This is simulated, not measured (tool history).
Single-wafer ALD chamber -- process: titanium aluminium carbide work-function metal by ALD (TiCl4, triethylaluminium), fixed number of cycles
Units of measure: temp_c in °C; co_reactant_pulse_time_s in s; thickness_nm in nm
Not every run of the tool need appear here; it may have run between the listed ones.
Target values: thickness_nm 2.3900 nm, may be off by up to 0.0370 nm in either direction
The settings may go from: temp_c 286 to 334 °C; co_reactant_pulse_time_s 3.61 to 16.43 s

run  hour  temp_c  co_reactant_pulse_time_s  thickness_nm
  1   0.0     310                     10.02        2.1616
  2   8.1     318                     10.02        2.2350
  3  12.9     320                     10.20        2.2606
  4  18.8     320                      8.62        2.2138
  5  22.6     320                     10.95        2.2801
  6  24.5     320                      9.06        2.2286
  7  33.1     322                      9.31        2.2710
  8  41.2     323                      9.41        2.2819
  9  44.5     324                      9.50        2.2753
 10  49.5     325                      9.71        2.2923
 11  50.2     326                      9.87        2.3193

5 candidate next runs follow, results not yet known. Just one meets every target within its allowed miss. Identify it.
  A  50.9     325                      9.18             ?
  B  50.9     328                      9.15             ?
  C  50.9     334                      6.54             ?
  D  50.9     316                     11.68             ?
  E  50.9     334                      9.26             ?

move  thickness_nm
   A        2.3005
   B        2.3293
   C        2.2651
   D        2.2619
   E        2.3921
A: further off than the last run
B: closes in on the targets versus the last run, not all within tolerance yet
C: further off than the last run
D: further off than the last run
E: every result within its allowed miss
So the answer is move E, the one that meets all the targets.
